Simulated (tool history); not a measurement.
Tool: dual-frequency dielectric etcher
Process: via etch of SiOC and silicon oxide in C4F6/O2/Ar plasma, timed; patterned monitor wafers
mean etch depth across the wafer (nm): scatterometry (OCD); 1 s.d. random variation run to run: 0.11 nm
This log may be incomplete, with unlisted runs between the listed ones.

run,day,source power (kW),bias power (kW),etch time (s),mean etch depth across the wafer (nm)
1,0,0.26,0.207,57,53.308
2,0.279,0.25,0.204,57,52.622
3,0.479,0.24,0.2,57,51.192
4,0.571,0.23,0.198,57,50.44
5,0.938,0.23,0.198,57,50.263
6,1.188,0.23,0.217,57,51.435
7,1.429,0.22,0.215,57,50.216
8,1.596,0.21,0.214,57,49.571
9,1.733,0.2,0.213,57,48.273
10,1.925,0.2,0.212,57,48.268
11,2.175,0.2,0.211,57,48.22

Run 12 comes next. What will it give?
12,2.229,0.2,0.21,57,?

Logged for run 12: mean etch depth across the wafer (nm) 48.266.
